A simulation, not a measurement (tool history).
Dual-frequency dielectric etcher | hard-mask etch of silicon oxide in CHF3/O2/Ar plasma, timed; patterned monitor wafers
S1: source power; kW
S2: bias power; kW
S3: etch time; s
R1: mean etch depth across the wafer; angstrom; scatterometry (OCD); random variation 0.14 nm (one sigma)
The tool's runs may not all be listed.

run,hour,S1,S2,S3,R1
1,0,0.77,0.164,31,645.47
2,1.5,0.85,0.164,31,660.87
3,5.2,0.85,0.164,32.5,694.46
4,9.1,0.76,0.146,32.5,653.13
5,13.5,0.69,0.135,32.5,624.86
6,21.1,0.64,0.127,32.5,605.38

Run 7 comes next. What will it give?
# hour 27.1: wet clean of the chamber
7,27.1,0.6,0.121,32.5,?

R1: 574.42 angstrom
